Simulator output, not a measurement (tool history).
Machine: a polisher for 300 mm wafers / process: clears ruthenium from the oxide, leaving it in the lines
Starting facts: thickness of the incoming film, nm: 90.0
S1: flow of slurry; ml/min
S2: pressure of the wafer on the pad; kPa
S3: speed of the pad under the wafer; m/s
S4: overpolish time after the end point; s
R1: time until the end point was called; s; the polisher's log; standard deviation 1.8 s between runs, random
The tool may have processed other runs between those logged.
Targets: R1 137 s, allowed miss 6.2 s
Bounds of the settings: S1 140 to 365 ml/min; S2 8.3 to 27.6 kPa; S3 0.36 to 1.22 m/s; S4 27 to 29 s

| run | hour | S1 | S2 | S3 | S4 | R1 |
|---|---|---|---|---|---|---|
| 1 | 0 | 235 | 17.9 | 0.78 | 27 | 89.658 |
| 2 | 5.2 | 235 | 17.9 | 0.78 | 29 | 89.082 |
| 3 | 10.4 | 290 | 17.9 | 0.78 | 29 | 85.143 |
| 4 | 17.9 | 285 | 16.5 | 0.78 | 29 | 92.848 |
| 5 | 20.4 | 280 | 15.2 | 0.78 | 29 | 101.41 |
| 6 | 28.4 | 250 | 15.2 | 0.78 | 29 | 103.13 |
| 7 | 33.4 | 250 | 14.5 | 0.78 | 29 | 109.71 |
| 8 | 38.5 | 250 | 10.3 | 0.76 | 29 | 149.9 |

Of the 5 settings listed for the next run, only one would bring every result within its allowed miss of target. Which one?
| A | 43.6 | 175 | 13.1 | 0.68 | 29 | ? |
| B | 43.6 | 225 | 13.1 | 0.78 | 27 | ? |
| C | 43.6 | 265 | 11 | 0.66 | 29 | ? |
| D | 43.6 | 285 | 9.7 | 0.86 | 28 | ? |
| E | 43.6 | 250 | 10.3 | 0.76 | 27 | ? |

| move | R1 |
|---|---|
| A | 137.69 |
| B | 120.49 |
| C | 156.86 |
| D | 146.15 |
| E | 151.94 |
A: every result lands within tolerance
B: pushes the last run's worst result past its target
C: lands further from the targets than the last run did
D: gains on the last run, yet a result remains outside its allowed miss
E: lands further from the targets than the last run did
So the answer is move A, the one that meets all the targets.

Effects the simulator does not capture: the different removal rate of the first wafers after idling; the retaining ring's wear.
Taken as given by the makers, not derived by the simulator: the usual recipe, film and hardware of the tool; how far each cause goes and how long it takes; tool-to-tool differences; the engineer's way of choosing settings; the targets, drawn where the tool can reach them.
